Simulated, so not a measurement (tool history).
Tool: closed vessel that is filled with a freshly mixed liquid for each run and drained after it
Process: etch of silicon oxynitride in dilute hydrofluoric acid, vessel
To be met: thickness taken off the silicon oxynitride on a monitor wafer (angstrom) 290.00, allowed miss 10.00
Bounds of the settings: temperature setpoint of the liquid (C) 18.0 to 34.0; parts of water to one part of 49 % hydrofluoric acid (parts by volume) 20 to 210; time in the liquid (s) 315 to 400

| run | day | temperature setpoint of the liquid (C) | parts of water to one part of 49 % hydrofluoric acid (parts by volume) | time in the liquid (s) | thickness taken off the silicon oxynitride on a monitor wafer (angstrom) |
|---|---|---|---|---|---|
| 1 | 0.000 | 26.0 | 115 | 400 | 158.14 |
| 2 | 0.217 | 23.0 | 115 | 400 | 137.89 |
| 3 | 0.529 | 26.5 | 105 | 400 | 180.25 |
| 4 | 0.608 | 29.0 | 100 | 400 | 214.69 |
| 5 | 0.671 | 30.5 | 95 | 400 | 242.27 |
| 6 | 0.771 | 30.5 | 60 | 400 | 397.08 |
| 7 | 0.917 | 28.0 | 60 | 400 | 358.84 |
| 8 | 1.083 | 26.5 | 60 | 400 | 332.75 |
| 9 | 1.329 | 25.5 | 60 | 400 | 313.30 |
| 10 | 1.567 | 25.0 | 60 | 400 | 310.80 |
| 11 | 1.721 | 24.5 | 60 | 400 | 302.86 |

Which of these 4 next moves meets every target?
| A | 1.875 | 27.0 | 65 | 400 | ? |
| B | 1.875 | 22.0 | 50 | 400 | ? |
| C | 1.875 | 26.0 | 55 | 325 | ? |
| D | 1.875 | 23.5 | 55 | 400 | ? |

| move | thickness taken off the silicon oxynitride on a monitor wafer (angstrom) |
|---|---|
| A | 313.53 |
| B | 324.90 |
| C | 290.08 |
| D | 316.52 |
A: further off than the last run
B: further off than the last run
C: meets every target
D: further off than the last run
Answer: C

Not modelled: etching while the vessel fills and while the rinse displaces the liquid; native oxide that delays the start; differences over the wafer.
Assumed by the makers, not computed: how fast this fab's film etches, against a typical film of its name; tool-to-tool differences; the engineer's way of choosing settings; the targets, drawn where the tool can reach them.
